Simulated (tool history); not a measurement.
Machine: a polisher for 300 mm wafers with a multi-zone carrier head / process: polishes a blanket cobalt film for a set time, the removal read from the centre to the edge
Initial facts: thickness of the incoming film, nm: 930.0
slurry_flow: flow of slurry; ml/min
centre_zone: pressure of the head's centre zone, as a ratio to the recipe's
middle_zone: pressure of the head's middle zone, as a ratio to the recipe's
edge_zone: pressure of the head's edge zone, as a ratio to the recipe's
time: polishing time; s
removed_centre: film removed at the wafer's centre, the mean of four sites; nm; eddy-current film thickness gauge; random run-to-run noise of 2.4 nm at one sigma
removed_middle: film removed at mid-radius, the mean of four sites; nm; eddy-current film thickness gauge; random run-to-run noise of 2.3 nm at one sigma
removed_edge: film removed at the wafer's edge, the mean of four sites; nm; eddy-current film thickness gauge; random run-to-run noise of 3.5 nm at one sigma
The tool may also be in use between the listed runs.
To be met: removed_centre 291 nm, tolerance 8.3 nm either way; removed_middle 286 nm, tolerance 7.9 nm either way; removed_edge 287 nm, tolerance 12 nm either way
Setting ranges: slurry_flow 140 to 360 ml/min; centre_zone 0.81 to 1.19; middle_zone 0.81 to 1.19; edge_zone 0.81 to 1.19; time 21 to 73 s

Run 1, hour 0: slurry_flow 230 ml/min, centre_zone 1, middle_zone 1, edge_zone 1, time 47 s. Result: removed_centre 352.61 nm, removed_middle 353.99 nm, removed_edge 363.58 nm.
Run 2, hour 8.5: slurry_flow 175 ml/min, centre_zone 1, middle_zone 1, edge_zone 1, time 47 s. Result: removed_centre 333.85 nm, removed_middle 333.38 nm, removed_edge 354.63 nm.
Run 3, hour 15.7: slurry_flow 175 ml/min, centre_zone 1, middle_zone 1, edge_zone 1, time 36 s. Result: removed_centre 257.23 nm, removed_middle 256.73 nm, removed_edge 266 nm.
Run 4, hour 16.6: slurry_flow 175 ml/min, centre_zone 1, middle_zone 1, edge_zone 0.93, time 36 s. Result: removed_centre 261.53 nm, removed_middle 257.59 nm, removed_edge 265.04 nm.
Run 5, hour 17.6: slurry_flow 175 ml/min, centre_zone 1, middle_zone 1, edge_zone 0.93, time 42 s. Result: removed_centre 305.87 nm, removed_middle 301.47 nm, removed_edge 309.86 nm.
Run 6, hour 20: slurry_flow 175 ml/min, centre_zone 0.92, middle_zone 1, edge_zone 0.93, time 42 s. Result: removed_centre 281.5 nm, removed_middle 304.26 nm, removed_edge 307.38 nm.
Run 7, hour 26.5: slurry_flow 175 ml/min, centre_zone 0.94, middle_zone 1, edge_zone 0.91, time 41 s. Result: removed_centre 280.31 nm, removed_middle 291.95 nm, removed_edge 300.66 nm.
Run 8, hour 28: slurry_flow 180 ml/min, centre_zone 0.95, middle_zone 1, edge_zone 0.9, time 41 s. Result: removed_centre 283.71 nm, removed_middle 294.92 nm, removed_edge 299.16 nm.
Run 9, hour 29.1: slurry_flow 180 ml/min, centre_zone 0.96, middle_zone 1, edge_zone 0.89, time 41 s. Result: removed_centre 289.58 nm, removed_middle 295.91 nm, removed_edge 302.11 nm.
Run 10, hour 37.5: slurry_flow 180 ml/min, centre_zone 0.97, middle_zone 1, edge_zone 0.88, time 41 s. Result: removed_centre 288.94 nm, removed_middle 298.33 nm, removed_edge 300.61 nm.
Run 11, hour 41.3: slurry_flow 180 ml/min, centre_zone 0.98, middle_zone 1, edge_zone 0.87, time 41 s. Result: removed_centre 288.38 nm, removed_middle 293.51 nm, removed_edge 303.24 nm.

Consider the 5 candidate settings below. Which is the only one whose results all fall within their allowed miss of target?
Run A, hour 45.1: slurry_flow 205 ml/min, centre_zone 0.89, middle_zone 0.94, edge_zone 0.94, time 43 s. Result: removed_centre ?, removed_middle ?, removed_edge ?.
Run B, hour 45.1: slurry_flow 165 ml/min, centre_zone 0.91, middle_zone 0.91, edge_zone 0.86, time 45 s. Result: removed_centre ?, removed_middle ?, removed_edge ?.
Run C, hour 45.1: slurry_flow 240 ml/min, centre_zone 0.99, middle_zone 0.97, edge_zone 0.81, time 39 s. Result: removed_centre ?, removed_middle ?, removed_edge ?.
Run D, hour 45.1: slurry_flow 190 ml/min, centre_zone 0.9, middle_zone 0.87, edge_zone 0.94, time 43 s. Result: removed_centre ?, removed_middle ?, removed_edge ?.
Run E, hour 45.1: slurry_flow 205 ml/min, centre_zone 0.91, middle_zone 0.93, edge_zone 0.81, time 43 s. Result: removed_centre ?, removed_middle ?, removed_edge ?.

move  removed_centre  removed_middle  removed_edge
   A          287.23          301.57         322.7
   B          294.74          296.58        320.64
   C          294.89          286.54        284.98
   D          286.36          280.14        320.21
   E          293.25          298.98        309.37
A: the biggest miss grows against the last run
B: the biggest miss grows against the last run
C: each result inside its tolerance
D: the biggest miss grows against the last run
E: the biggest miss grows against the last run
Answer: C

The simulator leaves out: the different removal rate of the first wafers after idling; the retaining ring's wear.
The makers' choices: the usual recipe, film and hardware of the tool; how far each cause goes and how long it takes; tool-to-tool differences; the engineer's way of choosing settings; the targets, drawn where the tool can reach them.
